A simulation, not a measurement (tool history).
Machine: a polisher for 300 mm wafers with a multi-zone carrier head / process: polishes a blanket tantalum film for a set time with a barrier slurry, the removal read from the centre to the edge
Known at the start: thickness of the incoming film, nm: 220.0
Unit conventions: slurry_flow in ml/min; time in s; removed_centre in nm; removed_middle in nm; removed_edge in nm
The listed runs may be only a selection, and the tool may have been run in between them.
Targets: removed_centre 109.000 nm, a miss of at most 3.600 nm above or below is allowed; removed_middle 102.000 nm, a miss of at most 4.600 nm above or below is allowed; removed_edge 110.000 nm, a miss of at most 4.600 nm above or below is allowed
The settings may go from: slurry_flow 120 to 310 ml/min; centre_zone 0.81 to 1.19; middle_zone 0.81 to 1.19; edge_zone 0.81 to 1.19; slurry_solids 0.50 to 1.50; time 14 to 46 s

| run | hour | slurry_flow | centre_zone | middle_zone | edge_zone | slurry_solids | time | removed_centre | removed_middle | removed_edge |
|---|---|---|---|---|---|---|---|---|---|---|
| 1 | 0.0 | 200 | 1.00 | 1.00 | 1.00 | 1.00 | 30 | 72.155 | 73.005 | 72.586 |
| 2 | 2.5 | 205 | 1.01 | 1.00 | 1.02 | 1.10 | 31 | 77.777 | 76.264 | 77.142 |
| 3 | 6.3 | 205 | 1.01 | 1.00 | 1.02 | 0.95 | 31 | 73.683 | 76.205 | 74.116 |
| 4 | 7.7 | 205 | 1.01 | 1.00 | 1.02 | 0.95 | 34 | 81.367 | 82.318 | 80.111 |
| 5 | 15.1 | 205 | 1.01 | 1.00 | 1.04 | 1.05 | 35 | 86.208 | 87.601 | 86.234 |
| 6 | 19.4 | 180 | 1.01 | 1.00 | 1.04 | 1.05 | 35 | 84.825 | 84.592 | 87.803 |
| 7 | 20.8 | 140 | 1.11 | 1.06 | 1.11 | 1.30 | 37 | 101.120 | 93.514 | 95.263 |
| 8 | 22.1 | 145 | 1.10 | 1.06 | 1.12 | 1.35 | 37 | 101.200 | 96.612 | 95.571 |
| 9 | 26.0 | 145 | 1.09 | 1.04 | 1.13 | 1.35 | 37 | 99.553 | 95.729 | 97.373 |

Consider the 5 candidate settings below. Which is the only one whose results all fall within their allowed miss of target?
| A | 29.9 | 120 | 1.00 | 0.84 | 1.19 | 1.20 | 45 | ? | ? | ? |
| B | 29.9 | 175 | 1.06 | 0.97 | 1.14 | 1.20 | 42 | ? | ? | ? |
| C | 29.9 | 140 | 1.17 | 1.05 | 1.02 | 1.50 | 37 | ? | ? | ? |
| D | 29.9 | 215 | 1.09 | 1.19 | 0.92 | 1.50 | 31 | ? | ? | ? |
| E | 29.9 | 150 | 1.18 | 1.00 | 1.10 | 1.35 | 36 | ? | ? | ? |

| move | removed_centre | removed_middle | removed_edge |
|---|---|---|---|
| A | 103.000 | 91.533 | 117.290 |
| B | 109.470 | 101.480 | 111.780 |
| C | 107.560 | 96.380 | 95.224 |
| D | 90.069 | 95.064 | 79.367 |
| E | 104.550 | 89.279 | 94.931 |
A: takes the biggest miss from the last run beyond its target
B: each result inside its tolerance
C: misses by more than the last run did
D: misses by more than the last run did
E: misses by more than the last run did
The right move is B.

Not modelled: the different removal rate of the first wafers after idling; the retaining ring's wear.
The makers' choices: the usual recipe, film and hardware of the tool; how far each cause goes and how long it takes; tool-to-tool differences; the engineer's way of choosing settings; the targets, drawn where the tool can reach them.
